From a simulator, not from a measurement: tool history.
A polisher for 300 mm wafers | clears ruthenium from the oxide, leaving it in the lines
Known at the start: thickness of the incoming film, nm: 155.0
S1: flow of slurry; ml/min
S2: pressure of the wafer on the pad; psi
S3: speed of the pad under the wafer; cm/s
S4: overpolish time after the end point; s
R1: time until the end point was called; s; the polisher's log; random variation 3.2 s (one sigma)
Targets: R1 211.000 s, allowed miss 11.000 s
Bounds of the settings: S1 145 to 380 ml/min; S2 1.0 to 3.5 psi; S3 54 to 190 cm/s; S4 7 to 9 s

run    day   S1   S2   S3  S4       R1
  1  0.000  245  2.2  122   9  118.110
  2  0.271  245  2.2  134   9  107.920
  3  0.388  245  2.5  134   9   96.234
  4  0.742  245  2.1  126   9  115.320
  5  0.796  240  1.8  114   9  151.850
  6  0.875  240  1.8  114   7  153.100
  7  0.979  240  1.6  112   7  176.240
  8  1.083  240  1.5  112   7  182.530
  9  1.246  240  1.4  112   7  199.140

Which of these 5 next moves meets every target?
  A  1.408  165  1.5  114   7   ?
  B  1.408  240  2.1   78   8   ?
  C  1.408  330  1.7   86   9   ?
  D  1.408  195  1.5  112   7   ?
  E  1.408  255  1.5  118   8   ?

move       R1
   A  191.330
   B  191.910
   C  208.830
   D  191.200
   E  177.220
A: further off than the last run
B: further off than the last run
C: meets every target
D: further off than the last run
E: further off than the last run
Move C is the one to make.

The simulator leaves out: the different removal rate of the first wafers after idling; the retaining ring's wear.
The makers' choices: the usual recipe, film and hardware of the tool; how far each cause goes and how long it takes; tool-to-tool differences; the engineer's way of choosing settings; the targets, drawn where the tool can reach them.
